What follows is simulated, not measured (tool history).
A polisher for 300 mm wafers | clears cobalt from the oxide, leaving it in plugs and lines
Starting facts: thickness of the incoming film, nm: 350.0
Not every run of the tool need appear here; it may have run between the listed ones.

run,day,flow of slurry (ml/min),pressure of the wafer on the pad (kPa),speed of the pad under the wafer (m/s),overpolish time after the end point (s),time until the end point was called (s),dishing of a wide line in a test structure (nm)
1,0.000,260,13.1,1.14,22,63.755,44.252
2,0.158,260,13.1,1.42,22,53.821,45.333
3,0.438,225,13.1,1.42,22,54.027,44.471
4,0.717,220,13.1,1.42,21,53.725,45.613
5,0.838,220,13.1,1.20,21,61.676,45.541
6,0.933,230,13.8,1.20,18,59.388,44.051

Run 7, settings as shown, results not yet in. Your forecast:
7,1.154,235,14.5,1.20,16,?,?

time until the end point was called (s): 58.304
dishing of a wide line in a test structure (nm): 42.689
